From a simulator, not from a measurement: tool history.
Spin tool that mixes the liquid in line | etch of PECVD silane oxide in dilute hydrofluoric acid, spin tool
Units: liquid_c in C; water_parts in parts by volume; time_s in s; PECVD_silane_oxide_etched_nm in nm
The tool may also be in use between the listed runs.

Run 1, hour 0.0: liquid_c 26.0 C, water_parts 195 parts by volume, time_s 265 s. Result: PECVD_silane_oxide_etched_nm 33.819 nm.
Run 2, hour 4.5: liquid_c 27.5 C, water_parts 175 parts by volume, time_s 265 s. Result: PECVD_silane_oxide_etched_nm 40.611 nm.
Run 3, hour 9.8: liquid_c 27.5 C, water_parts 175 parts by volume, time_s 265 s. Result: PECVD_silane_oxide_etched_nm 41.077 nm.
Run 4, hour 10.3: liquid_c 27.5 C, water_parts 175 parts by volume, time_s 265 s. Result: PECVD_silane_oxide_etched_nm 41.696 nm.
Run 5, hour 11.5: liquid_c 28.5 C, water_parts 160 parts by volume, time_s 265 s. Result: PECVD_silane_oxide_etched_nm 47.546 nm.
Run 6, hour 19.2: liquid_c 25.5 C, water_parts 160 parts by volume, time_s 265 s. Result: PECVD_silane_oxide_etched_nm 42.855 nm.
Run 7, hour 24.2: liquid_c 27.0 C, water_parts 145 parts by volume, time_s 265 s. Result: PECVD_silane_oxide_etched_nm 50.360 nm.

The next listed run, before its measurement:
Run 8, hour 32.0: liquid_c 28.0 C, water_parts 135 parts by volume, time_s 265 s. Result: PECVD_silane_oxide_etched_nm ?.

PECVD_silane_oxide_etched_nm: 57.446 nm

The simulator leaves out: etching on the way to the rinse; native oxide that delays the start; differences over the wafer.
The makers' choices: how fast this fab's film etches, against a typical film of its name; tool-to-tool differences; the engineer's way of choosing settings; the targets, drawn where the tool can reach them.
